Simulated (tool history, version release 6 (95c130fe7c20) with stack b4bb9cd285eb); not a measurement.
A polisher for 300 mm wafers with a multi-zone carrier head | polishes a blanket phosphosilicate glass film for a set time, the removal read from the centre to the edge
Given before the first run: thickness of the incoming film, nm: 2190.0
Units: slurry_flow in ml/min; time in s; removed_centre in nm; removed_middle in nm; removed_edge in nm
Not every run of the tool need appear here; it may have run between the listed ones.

| run | hour | slurry_flow | centre_zone | middle_zone | edge_zone | slurry_solids | time | removed_centre | removed_middle | removed_edge |
|---|---|---|---|---|---|---|---|---|---|---|
| 1 | 0 | 195 | 1 | 1 | 1 | 1 | 63 | 753.9 | 791.39 | 766.96 |
| 2 | 8.4 | 195 | 1 | 1 | 1.08 | 1 | 63 | 765.36 | 795.54 | 793.19 |
| 3 | 11.1 | 195 | 1 | 1.05 | 1.08 | 1 | 63 | 749.31 | 807.87 | 794.09 |
| 4 | 15.1 | 230 | 1 | 1.05 | 1.08 | 1 | 63 | 767.5 | 827.86 | 821.41 |
| 5 | 16.1 | 190 | 0.94 | 0.97 | 0.99 | 0.85 | 51 | 508.98 | 558.68 | 552.97 |
| 6 | 21.4 | 190 | 0.9 | 0.97 | 0.99 | 0.85 | 51 | 496.1 | 563.47 | 553.37 |
| 7 | 30 | 180 | 0.89 | 0.95 | 0.94 | 0.75 | 45 | 377.75 | 435.94 | 421.49 |

What does the tool deliver on the next run?
| 8 | 34.6 | 165 | 0.89 | 0.93 | 0.9 | 0.65 | 45 | ? | ? | ? |

Run 8 came out at removed_centre 320.18 nm, removed_middle 351.73 nm, removed_edge 348.45 nm.
